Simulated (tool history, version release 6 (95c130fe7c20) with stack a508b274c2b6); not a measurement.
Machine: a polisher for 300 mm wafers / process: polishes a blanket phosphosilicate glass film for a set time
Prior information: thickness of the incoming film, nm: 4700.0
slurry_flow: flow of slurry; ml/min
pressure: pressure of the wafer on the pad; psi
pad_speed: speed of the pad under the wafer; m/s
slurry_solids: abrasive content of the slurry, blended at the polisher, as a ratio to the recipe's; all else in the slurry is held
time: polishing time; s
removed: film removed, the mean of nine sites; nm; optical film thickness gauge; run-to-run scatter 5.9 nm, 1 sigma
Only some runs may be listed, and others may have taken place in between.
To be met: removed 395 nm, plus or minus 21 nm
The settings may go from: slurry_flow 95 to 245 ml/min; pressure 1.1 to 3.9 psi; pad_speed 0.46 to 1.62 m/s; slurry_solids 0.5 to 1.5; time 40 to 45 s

run	hour	slurry_flow	pressure	pad_speed	slurry_solids	time	removed
1	0	155	2.5	1.04	1	45	264.19
2	3.6	155	2.7	1.04	1	45	282.51
3	9.9	155	2.7	1.04	1	45	277.91
4	17.2	155	2.2	1.04	1	45	229.22
5	25.6	190	2.2	1.04	1	45	244.3
6	28.9	190	2.4	1.06	1	45	263.69
7	37.9	190	2.6	1.08	1	45	291.33
8	39.7	190	2.7	1.08	1	45	307.82
9	40.2	190	2.8	1.08	1	45	308.37
10	45.9	190	2.9	1.08	1	45	328
11	46.6	190	3	1.08	1	45	338.17
12	47.2	190	3.1	1.08	1	45	345.53
13	49.3	190	3.2	1.08	1	45	352.01
# hour 58.2: slurry nozzle cleaned
14	58.2	190	3.5	1.1	1	45	442.94

Exactly one of the 5 candidate moves below puts every result within its allowed miss. Which one?
A	67.1	215	3.3	1.26	1	45	?
B	67.1	190	3.1	1.52	1.1	41	?
C	67.1	210	3.9	1.06	1.15	45	?
D	67.1	205	3.6	1.2	1.15	45	?
E	67.1	175	3.1	1.34	0.8	43	?

move	removed
A	468.21
B	474.28
C	503.06
D	511.98
E	395.22
A: its largest miss is bigger than the last run's
B: its largest miss is bigger than the last run's
C: its largest miss is bigger than the last run's
D: its largest miss is bigger than the last run's
E: hits every target within its allowed miss
Correct choice: E, which meets every target

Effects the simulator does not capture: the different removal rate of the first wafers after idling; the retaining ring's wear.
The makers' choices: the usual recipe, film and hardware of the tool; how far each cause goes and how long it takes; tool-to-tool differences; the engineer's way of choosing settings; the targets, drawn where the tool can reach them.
